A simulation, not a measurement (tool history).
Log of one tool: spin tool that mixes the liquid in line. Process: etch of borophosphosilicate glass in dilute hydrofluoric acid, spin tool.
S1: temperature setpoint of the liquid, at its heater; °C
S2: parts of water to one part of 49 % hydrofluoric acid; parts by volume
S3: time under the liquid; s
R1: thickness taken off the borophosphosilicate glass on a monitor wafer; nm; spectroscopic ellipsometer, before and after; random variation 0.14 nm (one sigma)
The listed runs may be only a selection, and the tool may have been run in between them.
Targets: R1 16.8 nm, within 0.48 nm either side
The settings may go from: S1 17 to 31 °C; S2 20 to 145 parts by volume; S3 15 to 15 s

| run | day | S1 | S2 | S3 | R1 |
|---|---|---|---|---|---|
| 1 | 0 | 23 | 80 | 15 | 9.7061 |
| 2 | 0.183 | 23 | 55 | 15 | 14.681 |
| 3 | 0.312 | 24 | 55 | 15 | 15.176 |
| 4 | 0.604 | 24 | 55 | 15 | 15.322 |
| 5 | 0.75 | 21 | 55 | 15 | 13.328 |
| 6 | 0.846 | 22.5 | 55 | 15 | 14.011 |
| 7 | 1.088 | 22.5 | 55 | 15 | 14.318 |
| 8 | 1.367 | 23.5 | 55 | 15 | 14.718 |

Below are 4 possible settings for the next run. Only one of them brings all results inside the allowed miss of their targets. Which is it?
| A | 1.646 | 23 | 50 | 15 | ? |
| B | 1.646 | 23.5 | 45 | 15 | ? |
| C | 1.646 | 22 | 50 | 15 | ? |
| D | 1.646 | 21.5 | 45 | 15 | ? |

| move | R1 |
|---|---|
| A | 16.036 |
| B | 18.311 |
| C | 15.382 |
| D | 16.842 |
A: moves toward the targets from the last run without getting all of them in spec
B: carries the result that was furthest off beyond its target, to the other side
C: moves toward the targets from the last run without getting all of them in spec
D: all results land within tolerance of their targets
D is the move that brings every result within its allowed miss.

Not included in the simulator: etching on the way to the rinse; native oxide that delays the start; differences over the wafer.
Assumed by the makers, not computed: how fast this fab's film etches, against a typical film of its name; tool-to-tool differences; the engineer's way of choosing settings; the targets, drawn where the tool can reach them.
